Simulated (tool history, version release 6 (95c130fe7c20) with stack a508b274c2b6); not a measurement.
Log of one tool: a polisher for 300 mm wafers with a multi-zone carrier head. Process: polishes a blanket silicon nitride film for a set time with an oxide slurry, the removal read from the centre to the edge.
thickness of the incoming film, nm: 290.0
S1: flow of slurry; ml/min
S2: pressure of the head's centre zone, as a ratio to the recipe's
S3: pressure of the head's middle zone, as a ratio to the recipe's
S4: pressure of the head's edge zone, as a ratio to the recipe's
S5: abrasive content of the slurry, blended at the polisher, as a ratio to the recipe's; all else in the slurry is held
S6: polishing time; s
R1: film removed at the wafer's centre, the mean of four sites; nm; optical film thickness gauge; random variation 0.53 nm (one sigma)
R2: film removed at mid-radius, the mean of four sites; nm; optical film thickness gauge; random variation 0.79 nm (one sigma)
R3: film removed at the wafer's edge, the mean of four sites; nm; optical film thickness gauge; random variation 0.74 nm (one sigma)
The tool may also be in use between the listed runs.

{"run": 1, "day": 0.0, "S1": 265, "S2": 1, "S3": 1, "S4": 1, "S5": 1, "S6": 49, "R1": 50.39, "R2": 49.606, "R3": 51.088}
{"run": 2, "day": 0.121, "S1": 275, "S2": 1.02, "S3": 1.03, "S4": 1.02, "S5": 1.1, "S6": 49, "R1": 55.639, "R2": 53.699, "R3": 55.337}
{"run": 3, "day": 0.167, "S1": 285, "S2": 1.02, "S3": 1.06, "S4": 1.02, "S5": 1.15, "S6": 49, "R1": 57.211, "R2": 58.137, "R3": 56.345}
{"run": 4, "day": 0.475, "S1": 230, "S2": 1.02, "S3": 1.06, "S4": 1.02, "S5": 1.15, "S6": 49, "R1": 56.51, "R2": 56.926, "R3": 54.718}
{"run": 5, "day": 0.692, "S1": 240, "S2": 1.03, "S3": 1.08, "S4": 1.05, "S5": 1.2, "S6": 49, "R1": 58.701, "R2": 59.231, "R3": 57.562}
{"run": 6, "day": 0.817, "S1": 255, "S2": 1.04, "S3": 1.1, "S4": 1.07, "S5": 1.25, "S6": 49, "R1": 60.263, "R2": 61.006, "R3": 58.637}
{"run": 7, "day": 0.892, "S1": 260, "S2": 1.04, "S3": 1.11, "S4": 1.08, "S5": 1.3, "S6": 49, "R1": 62.201, "R2": 64.028, "R3": 61.42}

Forecast run 8:
{"run": 8, "day": 1.192, "S1": 270, "S2": 1.05, "S3": 1.12, "S4": 1.09, "S5": 1.35, "S6": 49, "R1": "?", "R2": "?", "R3": "?"}

Run 8 gave R1 63.946 nm, R2 65.058 nm, R3 62.149 nm.

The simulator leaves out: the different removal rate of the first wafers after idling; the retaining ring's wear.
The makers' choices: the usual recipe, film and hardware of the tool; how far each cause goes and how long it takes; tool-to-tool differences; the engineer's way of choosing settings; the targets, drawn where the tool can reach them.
